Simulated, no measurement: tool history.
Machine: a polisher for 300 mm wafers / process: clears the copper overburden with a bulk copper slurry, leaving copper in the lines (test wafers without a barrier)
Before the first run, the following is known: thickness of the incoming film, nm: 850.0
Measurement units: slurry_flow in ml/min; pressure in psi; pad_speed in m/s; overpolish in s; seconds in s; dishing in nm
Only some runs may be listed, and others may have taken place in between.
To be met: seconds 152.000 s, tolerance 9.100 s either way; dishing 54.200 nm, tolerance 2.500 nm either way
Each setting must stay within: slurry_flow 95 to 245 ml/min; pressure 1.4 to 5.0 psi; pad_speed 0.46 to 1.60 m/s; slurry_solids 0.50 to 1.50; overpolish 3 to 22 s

{"run": 1, "hour": 0.0, "slurry_flow": 155, "pressure": 3.2, "pad_speed": 1.02, "slurry_solids": 1.0, "overpolish": 11, "seconds": 93.49, "dishing": 55.808}
{"run": 2, "hour": 7.7, "slurry_flow": 155, "pressure": 3.2, "pad_speed": 1.02, "slurry_solids": 0.85, "overpolish": 11, "seconds": 97.533, "dishing": 54.925}
{"run": 3, "hour": 14.6, "slurry_flow": 155, "pressure": 3.2, "pad_speed": 1.26, "slurry_solids": 0.85, "overpolish": 11, "seconds": 81.584, "dishing": 62.915}
{"run": 4, "hour": 22.9, "slurry_flow": 155, "pressure": 3.6, "pad_speed": 1.26, "slurry_solids": 0.85, "overpolish": 11, "seconds": 73.942, "dishing": 68.492}
{"run": 5, "hour": 30.2, "slurry_flow": 115, "pressure": 3.6, "pad_speed": 1.26, "slurry_solids": 0.85, "overpolish": 11, "seconds": 75.817, "dishing": 66.732}
{"run": 6, "hour": 38.3, "slurry_flow": 115, "pressure": 3.3, "pad_speed": 1.24, "slurry_solids": 0.85, "overpolish": 12, "seconds": 85.726, "dishing": 64.338}
{"run": 7, "hour": 41.1, "slurry_flow": 115, "pressure": 3.1, "pad_speed": 1.24, "slurry_solids": 0.85, "overpolish": 13, "seconds": 90.078, "dishing": 65.082}
{"run": 8, "hour": 44.7, "slurry_flow": 115, "pressure": 2.9, "pad_speed": 1.22, "slurry_solids": 0.85, "overpolish": 14, "seconds": 100.59, "dishing": 64.122}
{"hour": 51.6, "done": "head pressure recalibrated"}
{"run": 9, "hour": 51.6, "slurry_flow": 115, "pressure": 2.8, "pad_speed": 1.22, "slurry_solids": 0.85, "overpolish": 14, "seconds": 93.701, "dishing": 66.265}
{"run": 10, "hour": 55.1, "slurry_flow": 115, "pressure": 2.6, "pad_speed": 1.18, "slurry_solids": 0.85, "overpolish": 14, "seconds": 107.6, "dishing": 61.417}
{"run": 11, "hour": 62.6, "slurry_flow": 115, "pressure": 2.5, "pad_speed": 1.18, "slurry_solids": 0.85, "overpolish": 14, "seconds": 108.74, "dishing": 58.578}
{"run": 12, "hour": 66.8, "slurry_flow": 110, "pressure": 1.6, "pad_speed": 1.08, "slurry_solids": 0.85, "overpolish": 18, "seconds": 181.81, "dishing": 46.697}
{"run": 13, "hour": 74.4, "slurry_flow": 110, "pressure": 1.7, "pad_speed": 1.08, "slurry_solids": 0.85, "overpolish": 18, "seconds": 174.34, "dishing": 48.588}
{"run": 14, "hour": 79.6, "slurry_flow": 110, "pressure": 1.8, "pad_speed": 1.08, "slurry_solids": 0.85, "overpolish": 18, "seconds": 164.87, "dishing": 50.708}

Pick the move, out of 5, that brings all results within their allowed miss; only one does.
{"run": "A", "hour": 84.8, "slurry_flow": 100, "pressure": 1.8, "pad_speed": 1.2, "slurry_solids": 0.95, "overpolish": 14, "seconds": "?", "dishing": "?"}
{"run": "B", "hour": 84.8, "slurry_flow": 115, "pressure": 1.7, "pad_speed": 1.0, "slurry_solids": 1.0, "overpolish": 22, "seconds": "?", "dishing": "?"}
{"run": "C", "hour": 84.8, "slurry_flow": 105, "pressure": 1.7, "pad_speed": 1.2, "slurry_solids": 0.75, "overpolish": 15, "seconds": "?", "dishing": "?"}
{"run": "D", "hour": 84.8, "slurry_flow": 110, "pressure": 2.2, "pad_speed": 0.96, "slurry_solids": 0.95, "overpolish": 13, "seconds": "?", "dishing": "?"}
{"run": "E", "hour": 84.8, "slurry_flow": 140, "pressure": 1.8, "pad_speed": 1.08, "slurry_solids": 1.0, "overpolish": 18, "seconds": "?", "dishing": "?"}

move=A seconds=146.490 dishing=46.569
move=B seconds=174.840 dishing=55.071
move=C seconds=163.790 dishing=44.834
move=D seconds=146.210 dishing=45.466
move=E seconds=146.870 dishing=54.789
A: the worst result of the last run now meets its target, but another is out of spec
B: the biggest miss grows against the last run
C: the biggest miss grows against the last run
D: the worst result of the last run now meets its target, but another is out of spec
E: hits every target within its allowed miss
So the answer is move E, the one that meets all the targets.
